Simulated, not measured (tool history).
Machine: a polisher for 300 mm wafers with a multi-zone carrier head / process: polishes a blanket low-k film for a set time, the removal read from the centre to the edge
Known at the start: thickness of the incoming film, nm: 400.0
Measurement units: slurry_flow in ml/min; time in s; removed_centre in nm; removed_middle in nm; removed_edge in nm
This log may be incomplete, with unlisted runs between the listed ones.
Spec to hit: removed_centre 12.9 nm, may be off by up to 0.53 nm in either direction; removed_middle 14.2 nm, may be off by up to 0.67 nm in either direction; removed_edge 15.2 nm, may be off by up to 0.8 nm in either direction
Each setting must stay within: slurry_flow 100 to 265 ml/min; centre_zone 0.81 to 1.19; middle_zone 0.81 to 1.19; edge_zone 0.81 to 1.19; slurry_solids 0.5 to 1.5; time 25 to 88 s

run,hour,slurry_flow,centre_zone,middle_zone,edge_zone,slurry_solids,time,removed_centre,removed_middle,removed_edge
1,0,170,1,1,1,1,56,20.937,22.571,22.375
2,3.9,170,1.09,1,1,1,56,23.226,22.002,22.424
3,6.4,160,1.04,0.97,0.99,0.85,54,19.248,18.718,19.546
4,11.9,160,1.09,0.97,0.99,0.85,54,20.235,18.927,19.681
5,15.8,155,1.03,0.95,0.97,0.75,54,17.142,17.383,17.877
6,17.9,135,1.03,0.95,0.97,0.75,54,17.19,16.711,17.352
# hour 22: centre zone pressure recalibrated
7,22,130,0.98,0.92,0.96,0.75,54,17.686,16.165,17.896
8,28,130,0.95,0.93,0.97,0.7,53,16.47,15.625,16.508

5 candidate next runs follow, results not yet known. Just one meets every target within its allowed miss. Identify it.
A,34,260,0.81,0.94,1.05,0.65,47,?,?,?
B,34,195,1.03,0.81,1.03,1,45,?,?,?
C,34,180,0.87,0.94,1.04,0.8,44,?,?,?
D,34,100,1.19,0.83,0.83,0.7,57,?,?,?
E,34,240,0.91,0.99,0.94,0.7,46,?,?,?

move,removed_centre,removed_middle,removed_edge
A,13.109,14.524,15.09
B,19.716,15.442,18.171
C,14.346,14.929,15.613
D,20.798,14.659,15.731
E,14.935,15.487,14.632
A: all results land within tolerance of their targets
B: moves away from the targets compared with the last run
C: closer than the last run, but not yet in spec
D: moves away from the targets compared with the last run
E: closer than the last run, but not yet in spec
So the answer is move A, the one that meets all the targets.

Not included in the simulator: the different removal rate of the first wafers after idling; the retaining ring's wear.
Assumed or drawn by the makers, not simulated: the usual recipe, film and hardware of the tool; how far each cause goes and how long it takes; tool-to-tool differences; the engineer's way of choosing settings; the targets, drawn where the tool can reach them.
